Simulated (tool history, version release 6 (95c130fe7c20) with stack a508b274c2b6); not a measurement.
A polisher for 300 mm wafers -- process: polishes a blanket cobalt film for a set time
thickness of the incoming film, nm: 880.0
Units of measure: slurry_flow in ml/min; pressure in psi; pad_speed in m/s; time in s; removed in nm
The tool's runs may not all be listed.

run	hour	slurry_flow	pressure	pad_speed	time	removed
1	0	275	2.4	0.96	74	369.21
2	3.4	275	2.6	0.96	74	400.59
3	10.8	275	2.6	0.96	74	406.34
4	13.9	275	2.3	0.96	74	355.82
5	16.6	315	2.3	0.96	74	360.21
6	19.5	315	2.3	0.8	74	304.92

Run 7 has not been measured yet. What should we expect?
7	28.1	325	2.9	0.82	74	?

removed: 384.61 nm
